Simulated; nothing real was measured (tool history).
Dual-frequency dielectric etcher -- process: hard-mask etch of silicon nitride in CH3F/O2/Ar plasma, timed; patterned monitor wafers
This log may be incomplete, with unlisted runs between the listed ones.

run,hour,source power (W),bias power (W),etch time (s),mean etch depth across the wafer (Å)
1,0.0,370,51,185.5,1202.2
2,1.3,370,54,185.5,1226.2
3,8.6,330,47,185.5,1099.4
4,17.1,390,47,185.5,1206.1
5,26.0,390,47,194.0,1267.0
6,32.0,390,41,194.0,1204.1
7,40.4,350,38,194.0,1110.6

Run 8 comes next. What will it give?
8,49.0,320,37,194.0,?

{"run 8": {"mean etch depth across the wafer (Å)": 1046.0}}
